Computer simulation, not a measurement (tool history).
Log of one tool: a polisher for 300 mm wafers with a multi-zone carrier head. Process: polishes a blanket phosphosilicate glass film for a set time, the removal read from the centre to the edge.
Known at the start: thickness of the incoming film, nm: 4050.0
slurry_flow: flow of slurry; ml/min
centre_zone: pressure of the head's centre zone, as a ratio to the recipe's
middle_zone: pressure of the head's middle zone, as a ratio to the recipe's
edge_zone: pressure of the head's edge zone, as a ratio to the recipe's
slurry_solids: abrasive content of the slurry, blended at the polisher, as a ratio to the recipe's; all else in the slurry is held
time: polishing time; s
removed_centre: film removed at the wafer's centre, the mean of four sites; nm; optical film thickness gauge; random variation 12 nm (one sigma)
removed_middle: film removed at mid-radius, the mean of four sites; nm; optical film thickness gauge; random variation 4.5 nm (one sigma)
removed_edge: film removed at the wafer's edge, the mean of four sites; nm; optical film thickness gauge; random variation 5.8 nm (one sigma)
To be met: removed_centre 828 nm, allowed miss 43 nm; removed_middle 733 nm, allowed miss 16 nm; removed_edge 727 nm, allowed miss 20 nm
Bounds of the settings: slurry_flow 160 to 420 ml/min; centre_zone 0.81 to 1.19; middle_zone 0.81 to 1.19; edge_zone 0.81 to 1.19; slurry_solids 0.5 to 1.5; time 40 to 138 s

run  hour  slurry_flow  centre_zone  middle_zone  edge_zone  slurry_solids  time  removed_centre  removed_middle  removed_edge
  1     0          270            1            1          1              1    88          795.83          807.77        788.37
  2   2.3          270         1.04            1          1              1    88          829.87          803.51        781.59
  3   4.4          305         1.04            1          1              1    88          835.57          812.36        801.99
  4  11.6          290         1.05         0.98       0.98              1    88          843.23          794.23        769.59
  5    16          280         1.05         0.97       0.98              1    88          814.99          780.81        763.08
       17  -- edge zone pressure recalibrated
  6    17          270         1.07         0.96       0.98              1    88          821.31          777.98         798.3
  7  25.3          285         1.08         0.95       0.95              1    88          866.97          773.61        793.38
  8  27.9          210         1.06         0.94       0.85           0.95    88          777.25          702.48         708.9
  9  31.5          220         1.07         0.94       0.85           0.95    88          788.16          713.82        706.77
 10  34.7          225         1.08         0.94       0.86           0.95    88          788.85           710.9        718.95

Which of these 5 next moves meets every target?
  A  37.9          225         1.08         0.92       0.84              1    85               ?               ?             ?
  B  37.9          180         1.04         0.91       0.95            0.9    94               ?               ?             ?
  C  37.9          185         1.11         0.88        0.9            0.9    94               ?               ?             ?
  D  37.9          175         1.12         0.96       0.85           1.05    87               ?               ?             ?
  E  37.9          255         1.11         0.85       0.83           0.95    89               ?               ?             ?

move  removed_centre  removed_middle  removed_edge
   A          814.72          708.31        702.21
   B          769.66          692.03        735.24
   C          826.51          676.38        721.96
   D          851.22          742.82        721.98
   E          861.57          681.39        715.56
A: further off than the last run
B: further off than the last run
C: further off than the last run
D: meets every target
E: further off than the last run
Answer: D
